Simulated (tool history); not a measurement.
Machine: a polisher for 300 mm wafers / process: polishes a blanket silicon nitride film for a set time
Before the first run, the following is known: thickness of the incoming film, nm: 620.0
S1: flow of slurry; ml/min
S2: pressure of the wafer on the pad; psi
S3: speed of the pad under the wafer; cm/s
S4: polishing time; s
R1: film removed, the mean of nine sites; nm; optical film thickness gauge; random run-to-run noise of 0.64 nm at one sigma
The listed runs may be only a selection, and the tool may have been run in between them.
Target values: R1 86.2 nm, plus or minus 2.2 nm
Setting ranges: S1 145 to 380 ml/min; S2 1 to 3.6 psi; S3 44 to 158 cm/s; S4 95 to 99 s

| run | hour | S1 | S2 | S3 | S4 | R1 |
|---|---|---|---|---|---|---|
| 1 | 0 | 245 | 2.3 | 100 | 95 | 95.29 |
| 2 | 1.2 | 190 | 2.3 | 100 | 95 | 89.529 |
| 3 | 3.8 | 190 | 2.3 | 124 | 95 | 106.33 |
| 4 | 7.2 | 145 | 2.3 | 124 | 95 | 98.708 |
| 5 | 14.5 | 145 | 2.3 | 114 | 95 | 91.851 |
| 6 | 18.3 | 145 | 1.8 | 114 | 95 | 72.283 |
| 7 | 22.6 | 170 | 1.8 | 114 | 95 | 77.48 |
| 8 | 27 | 185 | 1.8 | 114 | 95 | 77.705 |
| 9 | 32.1 | 200 | 1.8 | 114 | 95 | 78.19 |
| 10 | 35.1 | 215 | 1.8 | 114 | 95 | 80.356 |

Which single option among these 5 for the next run brings every result within its allowed miss of target? Just one does.
| A | 38.1 | 260 | 1.9 | 120 | 95 | ? |
| B | 38.1 | 175 | 1.9 | 112 | 95 | ? |
| C | 38.1 | 235 | 1.8 | 116 | 99 | ? |
| D | 38.1 | 275 | 1.8 | 122 | 99 | ? |
| E | 38.1 | 230 | 1.8 | 124 | 98 | ? |

| move | R1 |
|---|---|
| A | 91.503 |
| B | 79.778 |
| C | 86.563 |
| D | 92.545 |
| E | 90.024 |
A: pushes the last run's worst result past its target
B: misses by more than the last run did
C: every result lands within tolerance
D: pushes the last run's worst result past its target
E: pushes the last run's worst result past its target
C is the move that brings every result within its allowed miss.
